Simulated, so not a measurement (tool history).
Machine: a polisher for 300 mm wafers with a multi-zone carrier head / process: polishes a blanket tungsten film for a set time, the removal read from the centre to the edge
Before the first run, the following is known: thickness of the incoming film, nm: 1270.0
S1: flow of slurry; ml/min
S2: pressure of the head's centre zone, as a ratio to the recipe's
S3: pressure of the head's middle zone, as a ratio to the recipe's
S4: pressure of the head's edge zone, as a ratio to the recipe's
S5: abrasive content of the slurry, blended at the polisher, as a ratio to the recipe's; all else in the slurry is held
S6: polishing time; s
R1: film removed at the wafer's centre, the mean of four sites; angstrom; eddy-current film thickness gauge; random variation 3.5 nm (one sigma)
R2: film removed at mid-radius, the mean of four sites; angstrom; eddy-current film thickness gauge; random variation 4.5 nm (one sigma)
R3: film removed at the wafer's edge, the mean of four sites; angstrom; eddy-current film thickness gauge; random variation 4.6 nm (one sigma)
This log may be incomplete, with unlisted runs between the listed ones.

run	hour	S1	S2	S3	S4	S5	S6	R1	R2	R3
1	0	190	1	1	1	1	61	4646.4	4324.1	4594.9
2	8.3	185	0.99	0.97	0.98	0.9	60	4505.4	4239.8	4344.5
3	11.2	185	0.99	0.97	0.98	0.9	73	5445.2	5097.4	5271.2
4	13.9	180	0.99	0.94	0.99	0.85	67	4900.9	4548.3	4843.4
5	14.6	180	1	0.92	0.99	0.8	62	4490.6	4065.1	4394.8
6	16.5	180	1	0.98	0.99	0.8	62	4536.9	4224.8	4553.8

What does the tool deliver on the next run?
7	18.8	180	1	0.95	0.98	0.75	59	?	?	?

Run 7 produced R1 4284.9 angstrom, R2 4018.4 angstrom, R3 4223.9 angstrom.
